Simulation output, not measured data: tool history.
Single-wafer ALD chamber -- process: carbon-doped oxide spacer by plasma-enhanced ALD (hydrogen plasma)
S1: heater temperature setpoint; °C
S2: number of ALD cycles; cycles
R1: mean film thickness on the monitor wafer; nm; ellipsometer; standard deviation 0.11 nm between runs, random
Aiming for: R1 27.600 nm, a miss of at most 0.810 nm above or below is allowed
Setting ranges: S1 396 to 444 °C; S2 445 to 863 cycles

run  hour   S1   S2      R1
  1   0.0  420  654  30.980
  2   4.3  411  654  31.790
  3   8.0  412  635  30.795
  4   9.9  413  620  30.136
  5  19.0  413  702  34.212
  6  24.3  420  702  33.532
  7  27.6  421  675  31.916
  8  35.9  422  656  30.804

5 candidate next runs follow, results not yet known. Just one meets every target within its allowed miss. Identify it.
  A  44.2  414  610   ?
  B  44.2  418  640   ?
  C  44.2  423  550   ?
  D  44.2  424  587   ?
  E  44.2  424  649   ?

move      R1
   A  29.460
   B  30.487
   C  25.746
   D  27.381
   E  30.273
A: nearer the targets than the last run, but a result is still out of spec
B: nearer the targets than the last run, but a result is still out of spec
C: moves the result that the last run missed by most past its target, out the other side
D: meets every target
E: nearer the targets than the last run, but a result is still out of spec
The move that meets every target is D.
